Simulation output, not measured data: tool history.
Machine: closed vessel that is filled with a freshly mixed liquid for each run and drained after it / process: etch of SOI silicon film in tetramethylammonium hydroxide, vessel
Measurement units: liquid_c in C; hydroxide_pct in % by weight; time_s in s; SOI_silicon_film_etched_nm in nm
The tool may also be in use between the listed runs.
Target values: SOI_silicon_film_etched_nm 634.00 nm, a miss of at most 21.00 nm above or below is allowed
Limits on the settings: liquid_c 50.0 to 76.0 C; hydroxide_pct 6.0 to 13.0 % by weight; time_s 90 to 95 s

run,day,liquid_c,hydroxide_pct,time_s,SOI_silicon_film_etched_nm
1,0.000,63.0,9.0,90,445.61
2,0.046,63.0,9.0,90,443.84
3,0.304,64.5,9.0,90,488.73
4,0.454,65.5,9.0,90,518.14
5,0.538,65.5,9.0,90,523.16
6,0.904,65.5,8.0,90,539.53
7,1.125,66.0,8.0,90,559.43
8,1.358,66.5,8.0,90,571.41
9,1.562,67.0,8.0,90,599.73

Pick the move, out of 4, that brings all results within their allowed miss; only one does.
A,1.767,68.0,7.5,90,?
B,1.767,66.5,8.5,90,?
C,1.767,66.5,9.5,95,?
D,1.767,66.0,7.0,90,?

move,SOI_silicon_film_etched_nm
A,642.20
B,564.84
C,572.59
D,580.73
A: hits every target within its allowed miss
B: further off than the last run
C: further off than the last run
D: further off than the last run
Correct choice: A, which meets every target

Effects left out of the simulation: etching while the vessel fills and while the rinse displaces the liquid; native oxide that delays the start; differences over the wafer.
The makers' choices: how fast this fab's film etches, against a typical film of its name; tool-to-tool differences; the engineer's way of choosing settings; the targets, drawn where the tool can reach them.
